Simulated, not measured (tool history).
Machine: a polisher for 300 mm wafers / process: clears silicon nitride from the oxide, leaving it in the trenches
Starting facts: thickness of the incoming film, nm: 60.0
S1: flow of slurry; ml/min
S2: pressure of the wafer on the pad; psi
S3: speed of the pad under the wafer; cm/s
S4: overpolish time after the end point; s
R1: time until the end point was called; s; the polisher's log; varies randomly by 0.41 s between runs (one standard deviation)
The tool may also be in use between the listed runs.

Run 1, hour 0: S1 315 ml/min, S2 2 psi, S3 130 cm/s, S4 16 s. Result: R1 81.036 s.
Run 2, hour 2.9: S1 285 ml/min, S2 2 psi, S3 130 cm/s, S4 16 s. Result: R1 80.293 s.
Run 3, hour 7.9: S1 285 ml/min, S2 2.4 psi, S3 132 cm/s, S4 16 s. Result: R1 66.076 s.
Run 4, hour 14: S1 285 ml/min, S2 2.4 psi, S3 132 cm/s, S4 16 s. Result: R1 67.141 s.
Run 5, hour 21.8: S1 285 ml/min, S2 1.9 psi, S3 132 cm/s, S4 16 s. Result: R1 83.394 s.
Run 6, hour 26.2: S1 285 ml/min, S2 1.9 psi, S3 132 cm/s, S4 16 s. Result: R1 83.143 s.
Run 7, hour 31.6: S1 285 ml/min, S2 2.3 psi, S3 136 cm/s, S4 16 s. Result: R1 66.948 s.
Run 8, hour 34.8: S1 285 ml/min, S2 2.6 psi, S3 138 cm/s, S4 16 s. Result: R1 58.939 s.
Run 9, hour 38: S1 285 ml/min, S2 2.8 psi, S3 140 cm/s, S4 16 s. Result: R1 54.579 s.

Estimate the outcome of run 10 from the log above:
Run 10, hour 39.2: S1 285 ml/min, S2 2.8 psi, S3 140 cm/s, S4 16 s. Result: R1 ?.

{"run 10": {"R1": 54.362}}
